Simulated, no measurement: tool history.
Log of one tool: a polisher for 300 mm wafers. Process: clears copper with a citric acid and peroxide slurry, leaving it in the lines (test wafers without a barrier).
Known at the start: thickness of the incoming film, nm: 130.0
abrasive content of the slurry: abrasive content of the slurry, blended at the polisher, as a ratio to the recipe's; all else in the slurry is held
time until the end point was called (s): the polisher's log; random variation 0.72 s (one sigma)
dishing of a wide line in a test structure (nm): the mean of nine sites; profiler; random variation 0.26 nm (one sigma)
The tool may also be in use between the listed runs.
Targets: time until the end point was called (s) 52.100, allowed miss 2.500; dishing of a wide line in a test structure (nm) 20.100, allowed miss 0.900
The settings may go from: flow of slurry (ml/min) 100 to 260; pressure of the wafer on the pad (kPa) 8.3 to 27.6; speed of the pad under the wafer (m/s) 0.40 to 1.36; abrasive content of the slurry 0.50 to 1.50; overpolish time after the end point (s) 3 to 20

run    day  flow of slurry (ml/min)  pressure of the wafer on the pad (kPa)  speed of the pad under the wafer (m/s)  abrasive content of the slurry  overpolish time after the end point (s)  time until the end point was called (s)  dishing of a wide line in a test structure (nm)
  1  0.000                      165                                    17.9                                    0.88                            1.00                                       10                                   68.229                                           13.248
  2  0.062                      165                                    22.1                                    0.88                            1.00                                       10                                   57.738                                           15.392
  3  0.354                      165                                    22.8                                    0.88                            1.00                                       11                                   55.095                                           16.639
  4  0.450                      165                                    22.8                                    1.04                            1.00                                       11                                   47.205                                           19.354
  5  0.788                      165                                    25.5                                    1.04                            1.00                                       11                                   43.492                                           20.859
  6  1.029                      160                                    24.1                                    1.04                            1.00                                       12                                   44.949                                           20.666
  7  1.396                      150                                    22.8                                    1.04                            1.00                                       13                                   49.212                                           21.822
  8  1.717                      145                                    22.8                                    1.04                            1.00                                       13                                   49.579                                           21.534
  9  1.817                      140                                    22.8                                    1.04                            1.00                                       13                                   49.364                                           20.882
 10  1.979                      135                                    22.8                                    1.04                            1.00                                       13                                   49.319                                           21.086
 11  2.275                      130                                    22.8                                    1.04                            1.00                                       13                                   49.292                                           20.815

4 next moves are on the table. One of them brings every result within its allowed miss. Which?
  A  2.571                      160                                    24.8                                    0.88                            0.90                                       15                                        ?                                                ?
  B  2.571                      110                                    26.2                                    1.04                            0.95                                       11                                        ?                                                ?
  C  2.571                      185                                    22.1                                    0.96                            0.90                                       13                                        ?                                                ?
  D  2.571                      170                                    22.8                                    1.02                            1.20                                       12                                        ?                                                ?

move  time until the end point was called (s)  dishing of a wide line in a test structure (nm)
   A                                   52.633                                           22.046
   B                                   45.782                                           19.422
   C                                   52.043                                           19.935
   D                                   46.115                                           20.564
A: brings the result that was furthest off to its target, and leaves another outside
B: further off than the last run
C: meets every target
D: further off than the last run
The right move is C.
